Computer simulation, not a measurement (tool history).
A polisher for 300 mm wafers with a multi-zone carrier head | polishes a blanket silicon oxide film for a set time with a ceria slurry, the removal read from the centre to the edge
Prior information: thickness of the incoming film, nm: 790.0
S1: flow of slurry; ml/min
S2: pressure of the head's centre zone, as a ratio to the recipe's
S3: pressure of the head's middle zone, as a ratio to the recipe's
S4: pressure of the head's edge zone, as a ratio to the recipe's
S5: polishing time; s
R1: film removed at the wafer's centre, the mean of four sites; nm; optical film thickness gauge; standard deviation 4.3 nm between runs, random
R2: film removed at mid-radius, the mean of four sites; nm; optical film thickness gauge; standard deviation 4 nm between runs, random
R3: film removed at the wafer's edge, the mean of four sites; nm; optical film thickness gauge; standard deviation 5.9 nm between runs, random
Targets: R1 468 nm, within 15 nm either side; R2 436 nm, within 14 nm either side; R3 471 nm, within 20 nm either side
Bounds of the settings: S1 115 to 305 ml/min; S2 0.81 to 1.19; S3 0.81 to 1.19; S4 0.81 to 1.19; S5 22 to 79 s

run,hour,S1,S2,S3,S4,S5,R1,R2,R3
1,0,195,1,1,1,50,325,313.51,315.69
2,8.6,170,1,1,1,50,314.09,307.02,311.91
3,10.2,170,1,1,0.95,50,315.95,303.8,302.49
4,16.2,170,1,1,0.95,45,284.33,272,271.47
5,24,170,1.08,1,0.95,45,301.37,279.98,266.67
6,28.8,190,1.07,0.99,1.02,51,341.22,319.23,318.43
7,31.8,190,1.07,0.99,1.02,51,342.25,318.19,327.76
8,34.1,210,1.1,1,1.07,54,384.91,346.45,342.38
9,36.8,155,1.03,0.95,1.07,68,424.5,388.71,435.99
10,44.7,175,1.03,0.96,1.08,68,439.2,403.77,435.28

4 next moves are on the table. One of them brings every result within its allowed miss. Which?
A,52.6,165,1.03,0.97,1.1,73,?,?,?
B,52.6,215,1.19,1.01,1.02,63,?,?,?
C,52.6,115,0.95,0.99,1.19,75,?,?,?
D,52.6,305,1.13,1.15,0.99,61,?,?,?

move,R1,R2,R3
A,469.5,436.43,477.72
B,479.44,407.45,410.29
C,408.38,416.9,479.51
D,466.55,459.76,403.45
A: each result inside its tolerance
B: misses by more than the last run did
C: misses by more than the last run did
D: pushes the last run's worst result past its target
So the answer is move A, the one that meets all the targets.
